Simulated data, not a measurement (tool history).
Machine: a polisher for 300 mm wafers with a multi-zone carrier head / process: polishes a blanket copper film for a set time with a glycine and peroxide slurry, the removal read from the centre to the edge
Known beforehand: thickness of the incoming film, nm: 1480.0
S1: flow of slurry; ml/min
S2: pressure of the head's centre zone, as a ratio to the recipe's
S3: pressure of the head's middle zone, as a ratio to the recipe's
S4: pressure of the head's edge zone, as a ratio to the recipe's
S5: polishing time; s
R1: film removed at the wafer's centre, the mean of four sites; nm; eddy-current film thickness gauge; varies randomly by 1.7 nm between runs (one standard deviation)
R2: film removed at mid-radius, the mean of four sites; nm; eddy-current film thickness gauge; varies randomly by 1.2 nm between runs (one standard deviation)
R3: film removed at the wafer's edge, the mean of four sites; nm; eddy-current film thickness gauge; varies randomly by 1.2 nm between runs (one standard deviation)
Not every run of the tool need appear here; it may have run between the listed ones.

run	hour	S1	S2	S3	S4	S5	R1	R2	R3
1	0.0	235	1.00	1.00	1.00	60	318.42	325.38	319.35
2	4.0	225	0.97	0.98	0.98	57	290.35	306.65	298.35
3	11.0	225	0.97	0.98	0.98	72	369.69	387.75	379.74
4	19.1	175	0.97	0.98	0.98	72	366.25	376.73	374.85
5	26.6	175	0.97	1.02	0.98	72	364.35	384.34	370.72
6	33.7	210	0.97	1.02	0.98	72	366.19	395.52	379.93
7	42.4	205	0.95	0.99	0.98	66	332.08	350.96	343.45
8	49.1	210	0.93	0.98	0.99	60	292.98	317.70	314.65
9	52.6	205	0.91	0.96	0.98	56	269.38	290.73	291.31
10	60.9	200	0.89	0.95	0.98	53	241.58	271.84	274.97
11	65.8	195	0.88	0.93	0.96	51	234.49	254.81	263.37
12	72.1	190	0.87	0.92	0.95	49	224.19	245.12	251.06
13	76.2	185	0.86	0.91	0.94	47	211.62	229.52	242.92
14	80.7	185	0.85	0.91	0.93	46	201.85	225.59	230.46
15	83.3	180	0.84	0.90	0.92	45	195.68	216.14	226.44
16	87.0	180	0.84	0.90	0.92	45	193.39	218.87	227.04
17	95.3	175	0.84	0.89	0.90	45	195.10	213.83	221.59
18	100.6	175	0.84	0.89	0.90	45	193.54	218.53	223.43
19	105.8	170	0.84	0.88	0.89	45	190.52	213.72	222.92
20	108.0	170	0.84	0.87	0.88	45	188.47	211.10	221.72

For run 21, what comes out?
21	109.4	170	0.84	0.86	0.87	45	?	?	?

R1: 194.82 nm
R2: 209.02 nm
R3: 216.94 nm
